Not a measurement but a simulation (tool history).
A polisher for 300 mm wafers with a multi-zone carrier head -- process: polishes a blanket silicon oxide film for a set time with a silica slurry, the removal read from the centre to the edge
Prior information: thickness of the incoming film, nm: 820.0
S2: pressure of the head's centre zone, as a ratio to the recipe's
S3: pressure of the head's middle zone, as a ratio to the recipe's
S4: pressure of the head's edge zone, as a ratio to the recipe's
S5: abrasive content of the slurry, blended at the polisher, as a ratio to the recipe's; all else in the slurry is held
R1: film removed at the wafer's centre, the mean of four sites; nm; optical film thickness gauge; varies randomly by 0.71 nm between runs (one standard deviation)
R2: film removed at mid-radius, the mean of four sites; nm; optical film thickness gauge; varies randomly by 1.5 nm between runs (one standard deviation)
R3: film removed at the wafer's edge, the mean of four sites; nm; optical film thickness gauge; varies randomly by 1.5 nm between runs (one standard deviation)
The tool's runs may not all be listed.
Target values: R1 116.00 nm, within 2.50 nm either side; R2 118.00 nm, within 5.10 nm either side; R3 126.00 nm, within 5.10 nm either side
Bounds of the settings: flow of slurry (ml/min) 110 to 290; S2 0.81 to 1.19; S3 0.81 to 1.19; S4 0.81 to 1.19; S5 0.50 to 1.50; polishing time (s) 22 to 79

Run 1, hour 0.0: flow of slurry (ml/min) 185, S2 1.00, S3 1.00, S4 1.00, S5 1.00, polishing time (s) 50. Result: R1 125.09 nm, R2 141.63 nm, R3 145.51 nm.
Run 2, hour 7.4: flow of slurry (ml/min) 165, S2 1.00, S3 1.00, S4 1.00, S5 1.00, polishing time (s) 50. Result: R1 122.51 nm, R2 139.30 nm, R3 140.07 nm.
Run 3, hour 14.6: flow of slurry (ml/min) 165, S2 1.00, S3 1.06, S4 1.00, S5 1.00, polishing time (s) 50. Result: R1 123.34 nm, R2 148.57 nm, R3 138.13 nm.
Run 4, hour 17.3: flow of slurry (ml/min) 165, S2 1.00, S3 1.06, S4 0.95, S5 1.00, polishing time (s) 50. Result: R1 124.36 nm, R2 146.32 nm, R3 134.59 nm.
Run 5, hour 20.1: flow of slurry (ml/min) 160, S2 1.00, S3 1.03, S4 0.94, S5 1.00, polishing time (s) 50. Result: R1 122.66 nm, R2 139.63 nm, R3 132.37 nm.
Run 6, hour 22.2: flow of slurry (ml/min) 160, S2 1.00, S3 1.03, S4 0.94, S5 1.00, polishing time (s) 56. Result: R1 136.40 nm, R2 158.93 nm, R3 149.34 nm.
Run 7, hour 24.5: flow of slurry (ml/min) 145, S2 0.97, S3 0.93, S4 0.84, S5 0.75, polishing time (s) 55. Result: R1 117.32 nm, R2 131.54 nm, R3 131.02 nm.
Run 8, hour 26.4: flow of slurry (ml/min) 140, S2 0.98, S3 0.92, S4 0.84, S5 0.75, polishing time (s) 55. Result: R1 116.73 nm, R2 127.67 nm, R3 126.33 nm.
Run 9, hour 33.4: flow of slurry (ml/min) 140, S2 0.98, S3 0.92, S4 0.84, S5 0.75, polishing time (s) 55. Result: R1 119.59 nm, R2 129.10 nm, R3 126.70 nm.
At hour 35.0: centre zone pressure recalibrated.
Run 10, hour 35.0: flow of slurry (ml/min) 140, S2 0.98, S3 0.92, S4 0.84, S5 0.75, polishing time (s) 55. Result: R1 128.92 nm, R2 129.62 nm, R3 128.39 nm.
Run 11, hour 36.6: flow of slurry (ml/min) 140, S2 0.97, S3 0.91, S4 0.85, S5 0.75, polishing time (s) 55. Result: R1 128.67 nm, R2 122.96 nm, R3 131.37 nm.
Run 12, hour 43.7: flow of slurry (ml/min) 135, S2 0.96, S3 0.92, S4 0.85, S5 0.75, polishing time (s) 55. Result: R1 127.44 nm, R2 128.58 nm, R3 127.06 nm.
Run 13, hour 47.3: flow of slurry (ml/min) 135, S2 0.97, S3 0.91, S4 0.84, S5 0.75, polishing time (s) 55. Result: R1 125.74 nm, R2 126.66 nm, R3 124.88 nm.
Run 14, hour 55.8: flow of slurry (ml/min) 140, S2 0.97, S3 0.90, S4 0.84, S5 0.75, polishing time (s) 55. Result: R1 128.76 nm, R2 127.09 nm, R3 129.01 nm.

Which one of the following 5 next-run settings gets every result inside its allowed miss? There is exactly one.
Run A, hour 64.3: flow of slurry (ml/min) 280, S2 0.89, S3 0.85, S4 1.19, S5 0.50, polishing time (s) 51. Result: R1 ?, R2 ?, R3 ?.
Run B, hour 64.3: flow of slurry (ml/min) 290, S2 0.83, S3 0.87, S4 1.14, S5 0.50, polishing time (s) 54. Result: R1 ?, R2 ?, R3 ?.
Run C, hour 64.3: flow of slurry (ml/min) 240, S2 0.87, S3 0.87, S4 1.04, S5 0.50, polishing time (s) 55. Result: R1 ?, R2 ?, R3 ?.
Run D, hour 64.3: flow of slurry (ml/min) 275, S2 0.93, S3 0.92, S4 1.00, S5 0.50, polishing time (s) 52. Result: R1 ?, R2 ?, R3 ?.
Run E, hour 64.3: flow of slurry (ml/min) 230, S2 0.89, S3 0.92, S4 1.00, S5 0.50, polishing time (s) 53. Result: R1 ?, R2 ?, R3 ?.

move      R1      R2      R3
   A  110.92  109.74  134.25
   B  111.35  118.84  139.35
   C  115.23  118.57  133.42
   D  117.12  119.04  125.10
   E  112.54  118.91  125.57
A: takes the biggest miss from the last run beyond its target
B: takes the biggest miss from the last run beyond its target
C: the furthest-off result lands on target, but another misses its tolerance
D: each result inside its tolerance
E: takes the biggest miss from the last run beyond its target
The right move is D.

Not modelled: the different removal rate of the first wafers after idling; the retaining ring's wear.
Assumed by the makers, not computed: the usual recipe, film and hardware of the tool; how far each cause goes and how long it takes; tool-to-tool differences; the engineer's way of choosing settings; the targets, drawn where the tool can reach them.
